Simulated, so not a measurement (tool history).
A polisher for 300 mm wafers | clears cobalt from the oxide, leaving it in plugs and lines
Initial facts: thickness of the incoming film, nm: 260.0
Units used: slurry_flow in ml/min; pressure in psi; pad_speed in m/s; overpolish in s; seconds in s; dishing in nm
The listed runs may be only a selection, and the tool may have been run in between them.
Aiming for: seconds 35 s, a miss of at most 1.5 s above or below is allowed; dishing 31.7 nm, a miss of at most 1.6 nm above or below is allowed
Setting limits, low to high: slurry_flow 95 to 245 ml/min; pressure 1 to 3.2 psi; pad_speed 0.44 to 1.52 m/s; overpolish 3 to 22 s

| run | hour | slurry_flow | pressure | pad_speed | overpolish | seconds | dishing |
|---|---|---|---|---|---|---|---|
| 1 | 0 | 155 | 2.1 | 0.98 | 11 | 44.444 | 49.476 |
| 2 | 5.7 | 155 | 2.4 | 0.98 | 11 | 40.424 | 51.368 |
| 3 | 14.5 | 155 | 2 | 0.98 | 11 | 45.369 | 46.985 |
| 4 | 22.4 | 155 | 2 | 0.98 | 6 | 46.645 | 30.158 |
| 5 | 26.2 | 160 | 2.1 | 0.98 | 6 | 44.764 | 30.254 |
| 6 | 31.4 | 165 | 2.2 | 0.98 | 6 | 41.587 | 31.581 |
| 7 | 39 | 175 | 2.2 | 0.98 | 6 | 41.18 | 32.112 |
| 8 | 41.6 | 185 | 2.2 | 0.98 | 6 | 40.911 | 31.354 |
| 9 | 50.5 | 190 | 2.3 | 0.98 | 6 | 40.642 | 32.529 |
| 10 | 55 | 190 | 2.4 | 0.98 | 6 | 38.211 | 33.903 |
| 11 | 61.1 | 195 | 2.5 | 0.98 | 5 | 36.932 | 30.26 |
| 12 | 62.8 | 195 | 2.5 | 0.98 | 5 | 37.16 | 29.246 |
| 13 | 70.7 | 195 | 2.5 | 0.98 | 5 | 35.881 | 29.391 |
| 14 | 73.7 | 195 | 2.5 | 1 | 5 | 36.534 | 29.934 |
| 15 | 77.5 | 205 | 2.6 | 1 | 6 | 35.384 | 36.336 |
| 16 | 84.7 | 200 | 2.6 | 1 | 6 | 36.032 | 36.285 |
| 17 | 86 | 215 | 2.6 | 1 | 3 | 34.529 | 20.164 |
| 18 | 90.2 | 200 | 2.6 | 1 | 3 | 35.616 | 20.757 |
| 19 | 96.6 | 205 | 2.5 | 1.02 | 3 | 35.301 | 19.907 |

Next run, 5 choices. One meets every target within its allowed miss, the rest don't. Which?
| A | 103 | 205 | 2.6 | 0.98 | 5 | ? | ? |
| B | 103 | 170 | 2.8 | 0.96 | 4 | ? | ? |
| C | 103 | 185 | 2.7 | 1.08 | 7 | ? | ? |
| D | 103 | 205 | 2.5 | 1.04 | 6 | ? | ? |
| E | 103 | 200 | 2.4 | 1.02 | 6 | ? | ? |

| move | seconds | dishing |
|---|---|---|
| A | 35.329 | 32.015 |
| B | 34.451 | 27.181 |
| C | 32.681 | 44.014 |
| D | 35.204 | 37.097 |
| E | 36.956 | 35.723 |
A: all results land within tolerance of their targets
B: closer than the last run, but not yet in spec
C: takes the biggest miss from the last run beyond its target
D: takes the biggest miss from the last run beyond its target
E: takes the biggest miss from the last run beyond its target
Correct choice: A, which meets every target
